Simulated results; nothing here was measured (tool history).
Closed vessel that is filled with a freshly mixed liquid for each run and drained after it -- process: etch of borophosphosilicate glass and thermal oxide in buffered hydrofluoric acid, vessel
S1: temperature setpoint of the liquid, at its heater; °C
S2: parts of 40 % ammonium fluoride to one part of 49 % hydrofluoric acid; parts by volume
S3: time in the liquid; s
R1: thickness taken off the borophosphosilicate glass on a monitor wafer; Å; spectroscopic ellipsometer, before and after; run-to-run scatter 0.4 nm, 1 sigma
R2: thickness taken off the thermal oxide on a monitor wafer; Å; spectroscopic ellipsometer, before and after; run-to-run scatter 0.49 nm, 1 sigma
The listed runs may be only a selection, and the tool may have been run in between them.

| run | hour | S1 | S2 | S3 | R1 | R2 |
|---|---|---|---|---|---|---|
| 1 | 0.0 | 24.0 | 12 | 60 | 1320.5 | 609.77 |
| 2 | 6.6 | 23.5 | 12 | 60 | 1288.7 | 606.32 |
| 3 | 14.9 | 23.0 | 12 | 60 | 1247.5 | 591.84 |
| 4 | 24.2 | 23.0 | 12 | 80 | 1656.6 | 786.06 |
| 5 | 31.9 | 22.5 | 12 | 80 | 1615.1 | 762.05 |
| 6 | 36.9 | 22.0 | 12 | 80 | 1562.0 | 739.93 |
| 7 | 39.8 | 21.5 | 12 | 80 | 1535.0 | 720.72 |

What will run 8 give?
| 8 | 46.4 | 21.0 | 12 | 80 | ? | ? |

R1: 1487.1 Å
R2: 688.15 Å

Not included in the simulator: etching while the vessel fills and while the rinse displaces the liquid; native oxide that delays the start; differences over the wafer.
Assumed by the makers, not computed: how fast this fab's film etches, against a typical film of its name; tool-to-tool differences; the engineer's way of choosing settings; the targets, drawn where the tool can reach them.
